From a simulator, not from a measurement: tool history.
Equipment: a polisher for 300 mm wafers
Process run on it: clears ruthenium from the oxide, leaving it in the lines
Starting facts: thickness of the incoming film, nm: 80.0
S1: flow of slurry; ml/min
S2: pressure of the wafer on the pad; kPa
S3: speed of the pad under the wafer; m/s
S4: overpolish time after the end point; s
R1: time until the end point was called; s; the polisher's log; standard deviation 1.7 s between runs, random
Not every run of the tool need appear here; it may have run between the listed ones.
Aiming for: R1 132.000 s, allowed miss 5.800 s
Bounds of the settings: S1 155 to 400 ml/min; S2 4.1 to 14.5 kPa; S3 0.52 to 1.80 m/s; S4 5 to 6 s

{"run": 1, "hour": 0.0, "S1": 255, "S2": 9.0, "S3": 1.16, "S4": 6, "R1": 81.289}
{"run": 2, "hour": 5.9, "S1": 255, "S2": 8.3, "S3": 1.16, "S4": 6, "R1": 84.648}
{"run": 3, "hour": 7.5, "S1": 255, "S2": 7.6, "S3": 1.14, "S4": 6, "R1": 94.461}
{"run": 4, "hour": 9.5, "S1": 195, "S2": 7.6, "S3": 1.14, "S4": 6, "R1": 93.721}
{"run": 5, "hour": 15.7, "S1": 195, "S2": 7.6, "S3": 1.32, "S4": 6, "R1": 81.646}
{"run": 6, "hour": 21.5, "S1": 195, "S2": 8.3, "S3": 1.32, "S4": 6, "R1": 76.542}
{"hour": 29.1, "done": "head pressure recalibrated"}
{"run": 7, "hour": 29.1, "S1": 195, "S2": 7.6, "S3": 1.28, "S4": 6, "R1": 91.275}
{"run": 8, "hour": 36.7, "S1": 195, "S2": 6.9, "S3": 1.28, "S4": 6, "R1": 97.639}
{"run": 9, "hour": 40.7, "S1": 195, "S2": 5.5, "S3": 1.28, "S4": 6, "R1": 115.67}

4 next moves are on the table. One of them brings every result within its allowed miss. Which?
{"run": "A", "hour": 44.7, "S1": 225, "S2": 5.5, "S3": 1.22, "S4": 5, "R1": "?"}
{"run": "B", "hour": 44.7, "S1": 190, "S2": 4.8, "S3": 1.24, "S4": 6, "R1": "?"}
{"run": "C", "hour": 44.7, "S1": 205, "S2": 5.5, "S3": 1.26, "S4": 5, "R1": "?"}
{"run": "D", "hour": 44.7, "S1": 170, "S2": 5.5, "S3": 1.38, "S4": 5, "R1": "?"}

move=A R1=121.520
move=B R1=133.410
move=C R1=118.890
move=D R1=111.130
A: nearer the targets than the last run, but a result is still out of spec
B: each result inside its tolerance
C: nearer the targets than the last run, but a result is still out of spec
D: moves away from the targets compared with the last run
Go with B: it meets all targets.
